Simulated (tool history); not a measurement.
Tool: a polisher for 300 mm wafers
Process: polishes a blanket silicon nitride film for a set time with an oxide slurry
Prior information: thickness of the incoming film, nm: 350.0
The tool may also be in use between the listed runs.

run  hour  flow of slurry (ml/min)  pressure of the wafer on the pad (psi)  speed of the pad under the wafer (m/s)  abrasive content of the slurry  polishing time (s)  film removed (nm)
  1     0                      185                                     2.8                                    1.42                               1                  29             17.363
  2   8.9                      185                                     2.8                                    1.42                             0.8                  29             15.295
  3  15.5                      185                                     2.5                                    1.36                             0.8                  29             13.701
  4  22.9                      185                                       3                                    1.36                             0.8                  29             16.646
  5  28.8                      185                                       3                                    1.36                               1                  29             18.074
  6  36.1                      185                                     2.6                                    1.26                               1                  29             14.787
  7  43.3                      185                                     2.3                                    1.18                               1                  29              12.53
  8  44.6                      185                                     2.1                                    1.14                               1                  29             11.079
  9  53.2                      185                                     1.9                                    1.12                               1                  29             10.345
 10  55.8                      185                                     1.8                                    1.08                               1                  29             9.2484
 11  58.1                      185                                     1.7                                    1.08                               1                  29             8.5563

Expected results for the next run?
     64.4  -- slurry nozzle cleaned
 12  64.4                      185                                     1.6                                    1.08                               1                  29                  ?

Run 12 measured film removed (nm) 8.4248.

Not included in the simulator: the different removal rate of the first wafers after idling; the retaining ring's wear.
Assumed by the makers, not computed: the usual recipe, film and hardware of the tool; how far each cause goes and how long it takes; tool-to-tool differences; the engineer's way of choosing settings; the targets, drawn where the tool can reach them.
